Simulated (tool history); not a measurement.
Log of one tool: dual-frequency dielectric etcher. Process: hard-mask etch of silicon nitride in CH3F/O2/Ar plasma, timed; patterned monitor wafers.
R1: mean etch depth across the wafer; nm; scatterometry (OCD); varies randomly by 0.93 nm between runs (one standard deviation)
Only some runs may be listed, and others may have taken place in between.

{"run": 1, "hour": 0.0, "source power (W)": 360, "bias power (W)": 101, "etch time (s)": 277.0, "R1": 217.32}
{"run": 2, "hour": 1.5, "source power (W)": 410, "bias power (W)": 101, "etch time (s)": 277.0, "R1": 225.69}
{"run": 3, "hour": 9.2, "source power (W)": 410, "bias power (W)": 91, "etch time (s)": 277.0, "R1": 211.25}
{"run": 4, "hour": 11.1, "source power (W)": 410, "bias power (W)": 91, "etch time (s)": 289.5, "R1": 219.67}
{"run": 5, "hour": 11.8, "source power (W)": 390, "bias power (W)": 88, "etch time (s)": 289.0, "R1": 212.45}
{"run": 6, "hour": 13.3, "source power (W)": 390, "bias power (W)": 95, "etch time (s)": 289.0, "R1": 223.29}
{"run": 7, "hour": 14.8, "source power (W)": 380, "bias power (W)": 91, "etch time (s)": 288.5, "R1": 217.6}
{"run": 8, "hour": 18.1, "source power (W)": 370, "bias power (W)": 87, "etch time (s)": 287.5, "R1": 208.13}

What will run 9 give?
{"run": 9, "hour": 21.8, "source power (W)": 360, "bias power (W)": 84, "etch time (s)": 287.0, "R1": "?"}

{"run 9": {"R1": 200.85}}

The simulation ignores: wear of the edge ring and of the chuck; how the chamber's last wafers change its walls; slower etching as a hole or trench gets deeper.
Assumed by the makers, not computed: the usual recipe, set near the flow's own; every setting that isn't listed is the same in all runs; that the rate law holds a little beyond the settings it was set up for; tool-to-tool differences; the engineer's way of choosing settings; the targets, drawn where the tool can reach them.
